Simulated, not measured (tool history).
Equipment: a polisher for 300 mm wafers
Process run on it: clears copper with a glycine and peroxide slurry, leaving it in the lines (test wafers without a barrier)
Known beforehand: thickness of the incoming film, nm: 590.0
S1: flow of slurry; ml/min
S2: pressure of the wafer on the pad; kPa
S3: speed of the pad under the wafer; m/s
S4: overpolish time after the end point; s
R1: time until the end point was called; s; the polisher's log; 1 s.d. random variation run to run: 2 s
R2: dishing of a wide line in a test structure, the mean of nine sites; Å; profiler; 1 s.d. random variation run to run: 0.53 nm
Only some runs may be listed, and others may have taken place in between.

run	day	S1	S2	S3	S4	R1	R2
1	0.000	135	22.8	1.22	15	85.027	761.00
2	0.329	140	20.7	1.22	13	90.081	608.40
3	0.662	140	20.7	1.22	16	93.763	729.94
4	0.925	160	20.7	1.22	16	89.232	743.79
5	1.158	165	18.6	1.24	14	94.741	636.08
6	1.400	165	23.4	1.24	14	84.465	763.10
7	1.683	160	20.0	1.26	13	95.236	638.28
8	1.896	160	20.0	1.26	13	93.220	626.11
9	2.204	155	18.6	1.26	12	100.090	558.30

Run 10 has not been measured yet. What should we expect?
10	2.562	155	18.6	1.26	11	?	?

R1: 96.424 s
R2: 520.67 Å

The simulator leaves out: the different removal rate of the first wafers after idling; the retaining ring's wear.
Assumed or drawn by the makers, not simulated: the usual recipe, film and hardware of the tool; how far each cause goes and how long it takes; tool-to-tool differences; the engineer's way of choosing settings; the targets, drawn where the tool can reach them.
